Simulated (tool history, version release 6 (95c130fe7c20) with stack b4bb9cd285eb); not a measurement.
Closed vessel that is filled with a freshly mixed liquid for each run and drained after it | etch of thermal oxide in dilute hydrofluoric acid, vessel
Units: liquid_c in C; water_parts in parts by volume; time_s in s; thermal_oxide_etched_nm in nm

| run | hour | liquid_c | water_parts | time_s | thermal_oxide_etched_nm |
|---|---|---|---|---|---|
| 1 | 0.0 | 20.0 | 105 | 210 | 9.1981 |
| 2 | 2.8 | 21.0 | 105 | 210 | 9.5086 |
| 3 | 8.1 | 22.0 | 105 | 210 | 9.9451 |
| 4 | 17.4 | 22.0 | 105 | 210 | 9.9749 |
| 5 | 21.7 | 22.5 | 105 | 210 | 10.1640 |
| 6 | 25.1 | 23.0 | 105 | 210 | 10.3760 |
| 7 | 26.5 | 23.5 | 105 | 210 | 10.6960 |
| 8 | 30.5 | 24.0 | 105 | 210 | 10.7770 |
| 9 | 38.0 | 24.5 | 105 | 210 | 10.9950 |

The next listed run, before its measurement:
| 10 | 40.2 | 25.0 | 105 | 210 | ? |

Run 10 gave thermal_oxide_etched_nm 11.1400 nm.
